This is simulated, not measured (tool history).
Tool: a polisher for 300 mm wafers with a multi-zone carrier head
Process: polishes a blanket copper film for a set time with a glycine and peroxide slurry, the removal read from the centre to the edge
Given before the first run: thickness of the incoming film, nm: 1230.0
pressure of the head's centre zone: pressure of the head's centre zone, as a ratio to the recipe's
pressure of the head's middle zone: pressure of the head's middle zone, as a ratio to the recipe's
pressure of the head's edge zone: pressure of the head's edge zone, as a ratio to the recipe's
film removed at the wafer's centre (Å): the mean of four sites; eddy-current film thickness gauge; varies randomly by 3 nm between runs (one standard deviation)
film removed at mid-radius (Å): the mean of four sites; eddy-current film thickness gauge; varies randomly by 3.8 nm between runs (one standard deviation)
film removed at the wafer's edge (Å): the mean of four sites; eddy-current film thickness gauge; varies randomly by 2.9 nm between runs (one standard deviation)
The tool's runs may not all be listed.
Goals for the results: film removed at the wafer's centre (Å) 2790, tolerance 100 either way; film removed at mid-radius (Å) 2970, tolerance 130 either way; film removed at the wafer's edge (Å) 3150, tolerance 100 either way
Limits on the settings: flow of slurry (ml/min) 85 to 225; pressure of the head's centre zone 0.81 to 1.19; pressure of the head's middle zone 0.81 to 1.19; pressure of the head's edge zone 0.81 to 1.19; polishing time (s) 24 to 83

run    day  flow of slurry (ml/min)  pressure of the head's centre zone  pressure of the head's middle zone  pressure of the head's edge zone  polishing time (s)  film removed at the wafer's centre (Å)  film removed at mid-radius (Å)  film removed at the wafer's edge (Å)
  1      0                      145                                   1                                   1                                 1                  53                                  3307.4                          3286.3                                3318.6
  2    0.1                      145                                   1                                1.04                                 1                  53                                  3275.8                          3350.7                                3337.9
  3  0.146                      135                                0.99                                1.03                                 1                  53                                  3240.5                            3289                                  3250
  4  0.358                      130                                0.97                                1.02                              1.01                  53                                  3154.2                          3209.2                                  3309
  5  0.392                      130                                0.97                                1.02                              0.97                  53                                  3130.5                          3221.6                                3253.4
  6  0.483                      125                                0.96                                1.02                              0.97                  53                                  3078.7                            3239                                3166.5
  7  0.583                      120                                0.95                                1.01                              0.98                  53                                  2995.7                          3109.4                                3250.5
  8  0.608                      115                                0.95                                1.01                              0.98                  53                                  2966.3                          3078.5                                3186.9
  9   0.85                      110                                0.94                                1.01                              0.98                  53                                    2886                          3020.6                                3133.5

Next run, 4 choices. One meets every target within its allowed miss, the rest don't. Which?
  A  1.092                      105                                0.94                                1.02                              1.05                  52                                       ?                               ?                                     ?
  B  1.092                       85                                1.04                                1.06                              1.03                  54                                       ?                               ?                                     ?
  C  1.092                       95                                1.04                                0.97                              0.97                  54                                       ?                               ?                                     ?
  D  1.092                      175                                0.95                                0.97                              0.91                  50                                       ?                               ?                                     ?

move  film removed at the wafer's centre (Å)  film removed at mid-radius (Å)  film removed at the wafer's edge (Å)
   A                                  2823.8                          2992.2                                3171.4
   B                                  3059.4                          3049.8                                3150.3
   C                                    3157                          2908.8                                3121.4
   D                                  3058.5                          3035.1                                3050.4
A: each result inside its tolerance
B: the biggest miss grows against the last run
C: the biggest miss grows against the last run
D: the biggest miss grows against the last run
So the answer is move A, the one that meets all the targets.
